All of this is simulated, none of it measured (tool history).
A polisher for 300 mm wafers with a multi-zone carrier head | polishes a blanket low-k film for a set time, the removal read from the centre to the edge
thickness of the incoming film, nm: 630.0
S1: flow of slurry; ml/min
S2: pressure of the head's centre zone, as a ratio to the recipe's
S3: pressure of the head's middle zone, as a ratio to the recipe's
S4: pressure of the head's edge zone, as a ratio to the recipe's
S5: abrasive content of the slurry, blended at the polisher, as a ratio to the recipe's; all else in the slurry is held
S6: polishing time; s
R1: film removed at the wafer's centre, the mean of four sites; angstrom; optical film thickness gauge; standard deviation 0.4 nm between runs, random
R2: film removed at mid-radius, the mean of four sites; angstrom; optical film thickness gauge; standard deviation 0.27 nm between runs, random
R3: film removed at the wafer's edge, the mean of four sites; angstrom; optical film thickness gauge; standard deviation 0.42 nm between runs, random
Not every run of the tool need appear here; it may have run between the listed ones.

run,hour,S1,S2,S3,S4,S5,S6,R1,R2,R3
1,0.0,240,1.00,1.00,1.00,1.00,88,494.40,477.35,467.86
2,2.7,235,0.98,0.99,0.99,0.95,88,479.89,455.19,454.46
3,7.4,235,0.98,0.99,0.99,1.10,88,518.21,494.63,507.54
4,8.1,275,0.98,0.99,0.99,1.10,88,521.77,512.17,513.17
5,8.7,275,0.98,0.99,1.06,1.10,88,534.84,504.09,524.02
6,12.7,275,0.98,0.99,1.06,1.30,88,567.30,546.77,571.21
7,13.5,275,0.98,0.99,1.06,1.30,88,570.21,558.93,572.99
8,16.9,270,0.96,0.99,1.04,1.20,88,529.07,531.42,538.12
9,23.0,260,0.95,0.98,1.03,1.15,88,512.97,509.71,531.67
10,27.4,255,0.94,0.98,1.02,1.10,88,513.10,502.24,515.19
11,33.3,255,0.92,0.99,1.04,1.05,87,458.85,484.58,494.47
12,38.9,220,0.83,0.90,0.94,0.80,86,349.21,365.63,381.28
13,44.1,225,0.83,0.90,0.94,0.80,86,348.14,365.70,382.27
14,46.7,230,0.83,0.90,0.94,0.80,86,340.34,364.35,386.78

Run 15 has not been measured yet. What should we expect?
15,47.3,230,0.83,0.91,0.94,0.80,86,?,?,?

R1: 348.71 angstrom
R2: 369.08 angstrom
R3: 384.48 angstrom

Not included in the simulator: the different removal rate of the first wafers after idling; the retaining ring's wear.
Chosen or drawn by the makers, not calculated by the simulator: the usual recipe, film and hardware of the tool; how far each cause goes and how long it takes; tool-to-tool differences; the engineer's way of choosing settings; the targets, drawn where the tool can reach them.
